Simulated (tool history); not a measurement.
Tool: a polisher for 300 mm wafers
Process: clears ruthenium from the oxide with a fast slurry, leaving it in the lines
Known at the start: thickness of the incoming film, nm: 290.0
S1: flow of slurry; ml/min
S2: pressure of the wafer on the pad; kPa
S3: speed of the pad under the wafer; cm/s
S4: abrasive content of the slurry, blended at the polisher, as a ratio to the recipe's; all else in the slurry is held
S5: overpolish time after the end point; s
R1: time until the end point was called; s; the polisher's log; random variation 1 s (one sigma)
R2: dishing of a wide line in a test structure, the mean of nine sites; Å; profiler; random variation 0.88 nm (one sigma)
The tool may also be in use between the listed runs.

run,hour,S1,S2,S3,S4,S5,R1,R2
1,0,160,23.4,120,1,14,35.182,682.54
2,4.2,160,22.8,120,1,14,36.024,660.88
3,9.6,140,22.8,120,1,14,37,660.78
4,11.2,140,22.8,120,1,19,38.057,808.97
5,11.8,140,22.1,120,1,19,38.76,828.47
6,18.5,140,21.4,120,1,18,38.156,744.77
7,21.2,140,20.7,120,1,18,39.604,729.62

Forecast run 8:
8,23.9,140,20,120,1,18,?,?

Run 8 gave R1 41.576 s, R2 717.82 Å.

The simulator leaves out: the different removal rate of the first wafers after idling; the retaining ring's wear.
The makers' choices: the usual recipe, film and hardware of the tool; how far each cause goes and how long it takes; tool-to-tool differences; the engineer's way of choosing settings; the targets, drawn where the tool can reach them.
